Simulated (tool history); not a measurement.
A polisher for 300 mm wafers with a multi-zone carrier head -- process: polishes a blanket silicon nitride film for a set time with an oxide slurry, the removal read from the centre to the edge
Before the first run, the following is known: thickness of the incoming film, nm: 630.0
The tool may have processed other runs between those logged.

run	hour	flow of slurry (ml/min)	pressure of the head's centre zone	pressure of the head's middle zone	pressure of the head's edge zone	abrasive content of the slurry	polishing time (s)	film removed at the wafer's centre (nm)	film removed at mid-radius (nm)	film removed at the wafer's edge (nm)
1	0.0	155	1.00	1.00	1.00	1.00	42	29.446	30.643	32.214
2	2.3	155	1.00	1.08	1.00	1.00	42	29.964	32.828	31.540
3	6.8	155	1.00	1.08	1.00	0.85	42	27.155	29.713	29.337
4	9.3	155	1.07	1.08	1.00	0.85	42	29.456	29.748	28.807
5	16.6	165	1.06	1.09	1.03	0.90	42	30.437	31.348	30.183
6	23.8	185	1.06	1.09	1.03	0.90	42	30.794	32.479	31.239

What will run 7 give?
7	30.1	195	1.06	1.10	1.05	0.95	42	?	?	?

{"run 7": {"film removed at the wafer's centre (nm)": 32.747, "film removed at mid-radius (nm)": 33.948, "film removed at the wafer's edge (nm)": 31.771}}
